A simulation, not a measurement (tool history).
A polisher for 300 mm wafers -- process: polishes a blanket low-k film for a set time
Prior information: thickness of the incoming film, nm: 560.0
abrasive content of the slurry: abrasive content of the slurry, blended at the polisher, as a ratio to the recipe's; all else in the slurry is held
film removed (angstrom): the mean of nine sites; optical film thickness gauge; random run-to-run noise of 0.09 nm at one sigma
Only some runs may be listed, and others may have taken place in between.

run	hour	flow of slurry (ml/min)	pressure of the wafer on the pad (psi)	speed of the pad under the wafer (m/s)	abrasive content of the slurry	polishing time (s)	film removed (angstrom)
1	0.0	160	1.2	0.98	1.0	26	55.362
2	7.9	160	1.3	0.98	1.0	26	60.424
3	16.3	160	1.3	0.98	1.1	26	61.183
4	18.6	160	1.3	0.98	1.1	23	54.909
5	25.7	160	1.2	0.98	1.1	23	49.550
6	33.1	160	1.2	0.98	1.1	26	57.234
7	38.9	160	1.3	0.98	1.1	26	61.716

Run 8, settings as shown, results not yet in. Your forecast:
8	45.4	160	1.3	0.98	1.1	26	?

{"run 8": {"film removed (angstrom)": 60.658}}
